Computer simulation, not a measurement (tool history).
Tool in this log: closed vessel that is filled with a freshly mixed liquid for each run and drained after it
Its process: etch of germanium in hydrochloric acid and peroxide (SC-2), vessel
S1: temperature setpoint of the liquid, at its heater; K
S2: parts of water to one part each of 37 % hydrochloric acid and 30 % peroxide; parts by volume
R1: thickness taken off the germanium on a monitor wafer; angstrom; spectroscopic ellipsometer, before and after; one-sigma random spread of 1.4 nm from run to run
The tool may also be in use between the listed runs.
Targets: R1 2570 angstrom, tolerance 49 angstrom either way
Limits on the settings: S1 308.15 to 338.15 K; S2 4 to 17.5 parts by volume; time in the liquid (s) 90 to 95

{"run": 1, "hour": 0.0, "S1": 322.15, "S2": 9.5, "time in the liquid (s)": 90, "R1": 2354.8}
{"run": 2, "hour": 0.9, "S1": 322.65, "S2": 9.5, "time in the liquid (s)": 90, "R1": 2409.2}
{"run": 3, "hour": 10.1, "S1": 322.65, "S2": 10.5, "time in the liquid (s)": 90, "R1": 2396.6}
{"run": 4, "hour": 16.8, "S1": 322.65, "S2": 7, "time in the liquid (s)": 90, "R1": 2438.7}
{"run": 5, "hour": 20.7, "S1": 322.65, "S2": 5.5, "time in the liquid (s)": 90, "R1": 2487.9}
{"run": 6, "hour": 23.5, "S1": 322.65, "S2": 4, "time in the liquid (s)": 90, "R1": 2518.2}
{"run": 7, "hour": 27.1, "S1": 322.65, "S2": 4, "time in the liquid (s)": 90, "R1": 2503.3}
{"run": 8, "hour": 28.0, "S1": 322.65, "S2": 4, "time in the liquid (s)": 90, "R1": 2492.1}

Of the 4 settings listed for the next run, only one would bring every result within its allowed miss of target. Which one?
{"run": "A", "hour": 28.9, "S1": 323.65, "S2": 4, "time in the liquid (s)": 90, "R1": "?"}
{"run": "B", "hour": 28.9, "S1": 322.15, "S2": 4, "time in the liquid (s)": 90, "R1": "?"}
{"run": "C", "hour": 28.9, "S1": 321.65, "S2": 4, "time in the liquid (s)": 90, "R1": "?"}
{"run": "D", "hour": 28.9, "S1": 320.65, "S2": 4, "time in the liquid (s)": 95, "R1": "?"}

move=A R1=2584
move=B R1=2461.4
move=C R1=2421.6
move=D R1=2473.6
A: all results land within tolerance of their targets
B: its largest miss is bigger than the last run's
C: its largest miss is bigger than the last run's
D: its largest miss is bigger than the last run's
The right move is A.
